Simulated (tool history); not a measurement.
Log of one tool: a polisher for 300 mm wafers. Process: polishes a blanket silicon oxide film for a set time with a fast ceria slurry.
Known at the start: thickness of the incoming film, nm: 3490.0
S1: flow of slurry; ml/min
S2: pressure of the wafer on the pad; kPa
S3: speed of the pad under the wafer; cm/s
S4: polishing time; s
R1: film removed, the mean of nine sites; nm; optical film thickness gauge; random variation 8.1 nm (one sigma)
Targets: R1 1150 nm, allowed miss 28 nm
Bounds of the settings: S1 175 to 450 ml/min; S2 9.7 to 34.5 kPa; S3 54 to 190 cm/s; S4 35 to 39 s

run	hour	S1	S2	S3	S4	R1
1	0	290	22.1	122	39	883.86
2	1.1	290	22.1	110	39	799.82
3	4.3	295	24.1	110	39	881.63
4	13.1	295	24.1	110	39	883.95
5	15	300	25.5	110	39	908.2
6	20.4	300	26.9	110	39	968.94
7	23.1	300	27.6	110	39	989.93
8	25	300	28.3	110	39	1005.6
9	29.4	300	29	110	39	1033.8
10	30	300	29.6	110	39	1050.7
11	34.8	305	30.3	110	39	1085
12	42.7	305	31	110	39	1096.5

Which of these 4 next moves meets every target?
A	50.6	290	27.6	120	39	?
B	50.6	310	29.6	112	39	?
C	50.6	235	29.6	140	35	?
D	50.6	305	33.1	114	35	?

move	R1
A	1062
B	1069.7
C	1148
D	1078.4
A: further off than the last run
B: further off than the last run
C: meets every target
D: further off than the last run
Answer: C
